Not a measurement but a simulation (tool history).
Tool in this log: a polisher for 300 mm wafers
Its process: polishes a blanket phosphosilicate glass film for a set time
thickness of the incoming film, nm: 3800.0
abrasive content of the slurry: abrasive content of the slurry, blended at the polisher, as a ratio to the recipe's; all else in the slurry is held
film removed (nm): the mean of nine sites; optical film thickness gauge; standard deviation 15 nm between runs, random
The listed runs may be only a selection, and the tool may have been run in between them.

run    day  flow of slurry (ml/min)  pressure of the wafer on the pad (psi)  speed of the pad under the wafer (cm/s)  abrasive content of the slurry  polishing time (s)  film removed (nm)
  1      0                      245                                     3.7                                       82                               1                  92              876.7
  2  0.296                      245                                     3.7                                       82                            0.85                  92             817.19
  3  0.479                      245                                     3.7                                       82                            0.65                  92             722.79
  4  0.662                      200                                     3.7                                       82                            0.65                  92             720.99
  5  0.992                      200                                     3.9                                       82                            0.65                  92             725.63
  6  1.033                      200                                     3.9                                       74                            0.65                  92             679.12
  7  1.242                      200                                     4.9                                       78                            0.65                  92             856.62
  8  1.492                      200                                       5                                       80                            0.65                  92              918.6
  9   1.85                      200                                     5.1                                       80                            0.65                  92             936.49

Run 10 has not been measured yet. What should we expect?
 10  2.146                      200                                     5.2                                       80                            0.65                  92                  ?

{"run 10": {"film removed (nm)": 952.99}}
